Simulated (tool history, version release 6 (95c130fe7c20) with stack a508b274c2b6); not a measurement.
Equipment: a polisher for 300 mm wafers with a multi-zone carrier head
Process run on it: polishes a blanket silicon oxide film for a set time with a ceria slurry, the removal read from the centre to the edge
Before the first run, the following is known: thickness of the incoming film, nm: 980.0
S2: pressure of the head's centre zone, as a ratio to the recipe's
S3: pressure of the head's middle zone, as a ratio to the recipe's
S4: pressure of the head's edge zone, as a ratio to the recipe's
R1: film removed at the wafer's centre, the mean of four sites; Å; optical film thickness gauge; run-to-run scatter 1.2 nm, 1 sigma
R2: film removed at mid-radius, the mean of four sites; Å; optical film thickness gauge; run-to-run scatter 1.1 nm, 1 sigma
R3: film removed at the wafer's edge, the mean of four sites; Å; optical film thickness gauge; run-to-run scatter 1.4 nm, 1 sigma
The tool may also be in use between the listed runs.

{"run": 1, "hour": 0.0, "flow of slurry (ml/min)": 130, "S2": 1.0, "S3": 1.0, "S4": 1.0, "polishing time (s)": 65, "R1": 2408.0, "R2": 2142.5, "R3": 2211.9}
{"run": 2, "hour": 5.8, "flow of slurry (ml/min)": 125, "S2": 0.99, "S3": 0.99, "S4": 0.95, "polishing time (s)": 60, "R1": 2187.2, "R2": 1986.4, "R3": 1982.2}
{"run": 3, "hour": 10.0, "flow of slurry (ml/min)": 120, "S2": 0.99, "S3": 0.97, "S4": 0.91, "polishing time (s)": 57, "R1": 2078.7, "R2": 1846.2, "R3": 1818.6}
{"run": 4, "hour": 12.7, "flow of slurry (ml/min)": 110, "S2": 0.98, "S3": 0.95, "S4": 0.88, "polishing time (s)": 56, "R1": 1960.9, "R2": 1751.8, "R3": 1727.1}
{"run": 5, "hour": 18.3, "flow of slurry (ml/min)": 110, "S2": 0.98, "S3": 0.95, "S4": 0.92, "polishing time (s)": 56, "R1": 1957.3, "R2": 1754.6, "R3": 1743.1}
{"run": 6, "hour": 24.4, "flow of slurry (ml/min)": 100, "S2": 0.98, "S3": 0.95, "S4": 0.92, "polishing time (s)": 56, "R1": 1873.2, "R2": 1695.3, "R3": 1743.4}
{"run": 7, "hour": 29.1, "flow of slurry (ml/min)": 95, "S2": 0.98, "S3": 0.95, "S4": 0.89, "polishing time (s)": 56, "R1": 1822.0, "R2": 1670.5, "R3": 1665.8}
{"run": 8, "hour": 34.8, "flow of slurry (ml/min)": 95, "S2": 0.99, "S3": 0.95, "S4": 0.87, "polishing time (s)": 56, "R1": 1849.3, "R2": 1666.3, "R3": 1680.2}

Expected results for the next run?
{"run": 9, "hour": 36.1, "flow of slurry (ml/min)": 95, "S2": 0.99, "S3": 0.95, "S4": 0.85, "polishing time (s)": 55, "R1": "?", "R2": "?", "R3": "?"}

Run 9 measured R1 1823.5 Å, R2 1624.0 Å, R3 1623.5 Å.

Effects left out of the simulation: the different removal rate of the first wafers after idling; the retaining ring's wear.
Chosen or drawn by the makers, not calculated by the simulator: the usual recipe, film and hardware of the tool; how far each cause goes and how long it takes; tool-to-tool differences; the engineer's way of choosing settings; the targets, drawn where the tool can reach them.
